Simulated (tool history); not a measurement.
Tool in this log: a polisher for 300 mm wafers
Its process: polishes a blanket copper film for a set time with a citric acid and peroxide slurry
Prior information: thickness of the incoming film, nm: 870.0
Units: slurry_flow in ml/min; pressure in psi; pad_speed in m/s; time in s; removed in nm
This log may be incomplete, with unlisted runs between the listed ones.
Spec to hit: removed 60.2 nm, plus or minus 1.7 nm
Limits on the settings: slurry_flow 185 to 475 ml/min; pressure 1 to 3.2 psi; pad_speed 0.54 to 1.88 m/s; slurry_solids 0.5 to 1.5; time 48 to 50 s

run  hour  slurry_flow  pressure  pad_speed  slurry_solids  time  removed
  1     0          305       2.1        1.2              1    48   103.09
  2   5.6          305       2.1       1.02              1    48   88.335
  3  12.3          305       2.1       1.02           0.95    48   88.703
  4  20.8          305       1.9       1.02           0.95    48   83.833
  5  25.3          305       1.7          1           0.95    48   75.585
  6  29.9          305       1.7          1           0.75    48   73.613
  7  31.6          305       1.6          1           0.75    48   71.069
     35.8  -- slurry nozzle cleaned
  8  35.8          305       1.5          1           0.75    48   70.106

Of the 4 settings listed for the next run, only one would bring every result within its allowed miss of target. Which one?
  A    40          240       1.1       0.96           0.75    48        ?
  B    40          300       1.2       0.88           0.75    48        ?
  C    40          310       1.3        0.9           0.85    48        ?
  D    40          375       1.4        0.8            0.7    48        ?

move  removed
   A   56.358
   B   55.323
   C   59.967
   D   55.052
A: pushes the last run's worst result past its target
B: pushes the last run's worst result past its target
C: in spec on every target
D: pushes the last run's worst result past its target
C is the move that brings every result within its allowed miss.
